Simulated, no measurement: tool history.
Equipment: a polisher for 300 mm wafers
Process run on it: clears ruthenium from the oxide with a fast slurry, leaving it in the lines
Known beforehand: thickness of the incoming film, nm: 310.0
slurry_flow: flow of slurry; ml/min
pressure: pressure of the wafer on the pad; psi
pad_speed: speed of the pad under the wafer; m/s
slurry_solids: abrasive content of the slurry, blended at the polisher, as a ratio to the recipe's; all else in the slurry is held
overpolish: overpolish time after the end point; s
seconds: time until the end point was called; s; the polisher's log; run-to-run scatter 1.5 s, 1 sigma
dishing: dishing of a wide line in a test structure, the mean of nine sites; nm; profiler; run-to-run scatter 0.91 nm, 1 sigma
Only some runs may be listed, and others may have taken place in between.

{"run": 1, "day": 0.0, "slurry_flow": 300, "pressure": 3.1, "pad_speed": 0.96, "slurry_solids": 1.0, "overpolish": 18, "seconds": 73.713, "dishing": 48.252}
{"run": 2, "day": 0.329, "slurry_flow": 300, "pressure": 3.1, "pad_speed": 0.96, "slurry_solids": 1.0, "overpolish": 24, "seconds": 71.227, "dishing": 59.766}
{"run": 3, "day": 0.483, "slurry_flow": 300, "pressure": 3.1, "pad_speed": 1.16, "slurry_solids": 1.0, "overpolish": 24, "seconds": 61.488, "dishing": 64.951}
{"run": 4, "day": 0.588, "slurry_flow": 300, "pressure": 2.6, "pad_speed": 1.14, "slurry_solids": 1.0, "overpolish": 24, "seconds": 72.337, "dishing": 59.094}
{"run": 5, "day": 0.858, "slurry_flow": 300, "pressure": 2.6, "pad_speed": 1.14, "slurry_solids": 1.0, "overpolish": 21, "seconds": 70.828, "dishing": 54.686}
{"run": 6, "day": 0.958, "slurry_flow": 300, "pressure": 2.9, "pad_speed": 1.14, "slurry_solids": 1.0, "overpolish": 21, "seconds": 65.016, "dishing": 58.914}
{"run": 7, "day": 1.1, "slurry_flow": 300, "pressure": 2.5, "pad_speed": 1.12, "slurry_solids": 1.0, "overpolish": 22, "seconds": 76.27, "dishing": 52.279}
{"run": 8, "day": 1.379, "slurry_flow": 300, "pressure": 2.2, "pad_speed": 1.12, "slurry_solids": 1.0, "overpolish": 23, "seconds": 85.159, "dishing": 51.202}
{"run": 9, "day": 1.738, "slurry_flow": 300, "pressure": 2.0, "pad_speed": 1.12, "slurry_solids": 1.0, "overpolish": 23, "seconds": 92.98, "dishing": 49.132}

The next listed run, before its measurement:
{"run": 10, "day": 1.862, "slurry_flow": 300, "pressure": 1.9, "pad_speed": 1.12, "slurry_solids": 1.0, "overpolish": 23, "seconds": "?", "dishing": "?"}

{"run 10": {"seconds": 97.78, "dishing": 46.543}}
